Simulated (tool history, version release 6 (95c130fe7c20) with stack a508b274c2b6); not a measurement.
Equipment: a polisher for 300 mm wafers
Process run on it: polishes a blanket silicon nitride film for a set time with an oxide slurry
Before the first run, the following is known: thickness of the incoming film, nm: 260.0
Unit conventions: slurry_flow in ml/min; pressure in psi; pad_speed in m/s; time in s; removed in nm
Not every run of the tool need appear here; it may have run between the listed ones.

run,hour,slurry_flow,pressure,pad_speed,slurry_solids,time,removed
1,0.0,320,2.8,1.26,1.0,45,22.264
2,3.0,320,2.8,1.26,1.0,39,19.070
3,7.8,320,2.9,1.26,1.0,39,19.722
4,14.3,320,2.9,1.26,1.0,39,19.306
5,16.6,320,3.1,1.28,1.0,39,20.504
6,23.4,320,3.1,1.28,0.9,39,18.540
# hour 31.7: conditioning disc replaced and pad reconditioned
7,31.7,320,3.3,1.30,0.9,39,29.252
8,33.6,320,3.1,1.30,0.9,39,28.513
9,35.9,320,3.0,1.30,0.9,39,27.397
10,37.8,320,2.9,1.30,0.9,39,27.228
11,44.5,320,2.9,1.28,0.9,39,27.016
12,46.2,320,2.9,1.26,0.9,39,26.277
13,52.6,320,2.9,1.24,0.9,39,25.857

Run 14 comes next. What will it give?
14,55.4,320,2.9,1.22,0.9,39,?

Run 14 came out at removed 25.999 nm.

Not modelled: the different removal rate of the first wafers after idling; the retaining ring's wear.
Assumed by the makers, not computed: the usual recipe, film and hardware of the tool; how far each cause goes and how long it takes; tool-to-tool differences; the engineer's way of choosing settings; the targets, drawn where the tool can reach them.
